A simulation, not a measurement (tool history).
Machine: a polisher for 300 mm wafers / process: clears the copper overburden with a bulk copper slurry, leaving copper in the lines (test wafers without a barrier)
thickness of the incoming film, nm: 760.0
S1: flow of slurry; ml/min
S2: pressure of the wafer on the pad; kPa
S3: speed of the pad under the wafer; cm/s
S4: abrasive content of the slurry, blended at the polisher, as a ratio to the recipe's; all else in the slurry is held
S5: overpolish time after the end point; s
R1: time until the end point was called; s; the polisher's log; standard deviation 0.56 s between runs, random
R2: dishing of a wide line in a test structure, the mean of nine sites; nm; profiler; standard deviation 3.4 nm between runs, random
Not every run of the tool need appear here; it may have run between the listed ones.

run  hour   S1    S2   S3   S4  S5      R1      R2
  1   0.0  285  20.0  110  1.0  14  65.592  92.035
  2   4.2  285  20.7  110  1.0  15  61.875  97.571
  3  10.3  285  20.7  110  1.0  13  62.645  85.814
  4  13.5  285  21.4  110  1.0  14  59.365  93.472
  5  17.8  285  18.6  110  1.0  14  69.455  86.879
  6  23.0  285  19.3  110  1.0  15  66.907  94.174

Run 7 comes next. What will it give?
  7  30.1  285  20.0  110  1.0  16   ?   ?

{"run 7": {"R1": 64.866, "R2": 98.764}}
